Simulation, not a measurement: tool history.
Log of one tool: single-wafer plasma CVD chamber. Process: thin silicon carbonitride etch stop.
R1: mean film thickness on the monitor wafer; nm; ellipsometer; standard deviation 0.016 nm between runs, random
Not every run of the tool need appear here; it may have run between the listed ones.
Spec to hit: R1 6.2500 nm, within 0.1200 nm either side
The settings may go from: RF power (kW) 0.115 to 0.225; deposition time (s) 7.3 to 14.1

run 1 hour=0.0 | RF_power_(kW)=0.170 deposition_time_(s)=10.7 | R1=5.2752
run 2 hour=7.5 | RF_power_(kW)=0.180 deposition_time_(s)=11.0 | R1=5.5078
run 3 hour=16.0 | RF_power_(kW)=0.180 deposition_time_(s)=12.3 | R1=6.1116
run 4 hour=22.0 | RF_power_(kW)=0.180 deposition_time_(s)=11.7 | R1=5.8326
run 5 hour=22.9 | RF_power_(kW)=0.180 deposition_time_(s)=10.6 | R1=5.2515
run 6 hour=31.5 | RF_power_(kW)=0.180 deposition_time_(s)=9.9 | R1=4.9163
run 7 hour=36.2 | RF_power_(kW)=0.185 deposition_time_(s)=10.5 | R1=5.2649
run 8 hour=42.5 | RF_power_(kW)=0.190 deposition_time_(s)=10.9 | R1=5.4866
run 9 hour=46.4 | RF_power_(kW)=0.190 deposition_time_(s)=10.9 | R1=5.4759
run 10 hour=52.5 | RF_power_(kW)=0.195 deposition_time_(s)=11.2 | R1=5.6460
run 11 hour=59.3 | RF_power_(kW)=0.195 deposition_time_(s)=11.5 | R1=5.8029
run 12 hour=62.2 | RF_power_(kW)=0.195 deposition_time_(s)=11.7 | R1=5.9414
run 13 hour=66.9 | RF_power_(kW)=0.200 deposition_time_(s)=11.8 | R1=6.0015

Exactly one of the 4 candidate moves below puts every result within its allowed miss. Which one?
run A hour=71.6 | RF_power_(kW)=0.210 deposition_time_(s)=11.2 | R1=?
run B hour=71.6 | RF_power_(kW)=0.195 deposition_time_(s)=10.7 | R1=?
run C hour=71.6 | RF_power_(kW)=0.165 deposition_time_(s)=11.9 | R1=?
run D hour=71.6 | RF_power_(kW)=0.215 deposition_time_(s)=12.1 | R1=?

move=A R1=5.7521
move=B R1=5.4125
move=C R1=5.8247
move=D R1=6.2448
A: further off than the last run
B: further off than the last run
C: further off than the last run
D: all results land within tolerance of their targets
Go with D: it meets all targets.
